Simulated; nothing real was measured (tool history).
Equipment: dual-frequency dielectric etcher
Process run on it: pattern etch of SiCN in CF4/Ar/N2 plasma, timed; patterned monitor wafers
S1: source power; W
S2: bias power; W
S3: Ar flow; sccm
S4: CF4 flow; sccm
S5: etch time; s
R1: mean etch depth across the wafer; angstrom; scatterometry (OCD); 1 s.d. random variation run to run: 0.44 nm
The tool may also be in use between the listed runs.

run	hour	S1	S2	S3	S4	S5	R1
1	0.0	440	93	88	81	100	977.13
2	1.0	460	93	88	81	100	1028.70
3	4.3	460	105	88	81	100	1073.60
4	5.4	470	105	88	81	100	1092.80
5	7.3	470	105	88	81	105	1147.70
6	15.4	470	105	88	81	100	1095.00
7	21.2	480	105	88	81	100	1117.50

Run 8, settings as shown, results not yet in. Your forecast:
8	24.6	490	105	88	81	100	?

R1: 1143.90 angstrom
